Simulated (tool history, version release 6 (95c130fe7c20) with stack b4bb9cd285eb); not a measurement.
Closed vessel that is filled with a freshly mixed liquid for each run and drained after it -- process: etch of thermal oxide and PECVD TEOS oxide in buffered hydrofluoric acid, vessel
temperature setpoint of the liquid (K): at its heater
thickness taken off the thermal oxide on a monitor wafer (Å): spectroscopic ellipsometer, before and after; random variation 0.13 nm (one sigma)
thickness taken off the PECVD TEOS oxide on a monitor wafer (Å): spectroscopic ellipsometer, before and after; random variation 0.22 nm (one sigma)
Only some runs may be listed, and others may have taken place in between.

run  hour  temperature setpoint of the liquid (K)  parts of 40 % ammonium fluoride to one part of 49 % hydrofluoric acid (parts by volume)  time in the liquid (s)  thickness taken off the thermal oxide on a monitor wafer (Å)  thickness taken off the PECVD TEOS oxide on a monitor wafer (Å)
  1   0.0                                  295.15                                                                                     19.0                      60                                                        291.54                                                           481.94
  2   8.7                                  298.15                                                                                     19.0                      60                                                        346.09                                                           578.74
  3  14.9                                  296.15                                                                                     22.0                      60                                                        283.18                                                           468.40
  4  21.1                                  296.15                                                                                     17.0                      60                                                        338.04                                                           569.42
     30.0  -- hydrofluoric acid flow meter replaced
  5  30.0                                  298.15                                                                                     17.0                      60                                                        417.46                                                           704.93
  6  34.8                                  296.15                                                                                     19.5                      60                                                        328.44                                                           552.24
  7  42.5                                  296.15                                                                                     19.5                      60                                                        321.36                                                           564.83
  8  44.0                                  295.15                                                                                     22.5                      55                                                        252.34                                                           433.95
  9  48.8                                  293.65                                                                                     24.5                      55                                                        216.44                                                           378.91
 10  56.6                                  292.65                                                                                     26.0                      50                                                        182.41                                                           310.18
 11  61.7                                  292.15                                                                                     27.0                      50                                                        174.51                                                           293.72
 12  70.1                                  291.65                                                                                     28.0                      50                                                        161.73                                                           279.03

Predict the results of run 13:
 13  79.4                                  291.15                                                                                     28.5                      50                                                             ?                                                                ?

For run 13 the tool returned thickness taken off the thermal oxide on a monitor wafer (Å) 158.28, thickness taken off the PECVD TEOS oxide on a monitor wafer (Å) 267.96.
